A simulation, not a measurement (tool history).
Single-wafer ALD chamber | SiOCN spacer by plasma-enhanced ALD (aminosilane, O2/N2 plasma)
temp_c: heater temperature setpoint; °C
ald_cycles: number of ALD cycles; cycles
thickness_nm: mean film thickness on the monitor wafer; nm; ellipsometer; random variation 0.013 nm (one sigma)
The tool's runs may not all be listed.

run  hour  temp_c  ald_cycles  thickness_nm
  1     0     405          79        5.1514
  2     9     405          72        4.7023
  3  16.2     409          72        4.6543
  4  21.8     418          72        4.5193
  5  24.7     413          76        4.8449
     33.7  -- thermocouple changed; heater temperature recalibrated
  6  33.7     413          87        5.4382

Forecast run 7:
  7  35.2     408          88             ?

{"run 7": {"thickness_nm": 5.6097}}

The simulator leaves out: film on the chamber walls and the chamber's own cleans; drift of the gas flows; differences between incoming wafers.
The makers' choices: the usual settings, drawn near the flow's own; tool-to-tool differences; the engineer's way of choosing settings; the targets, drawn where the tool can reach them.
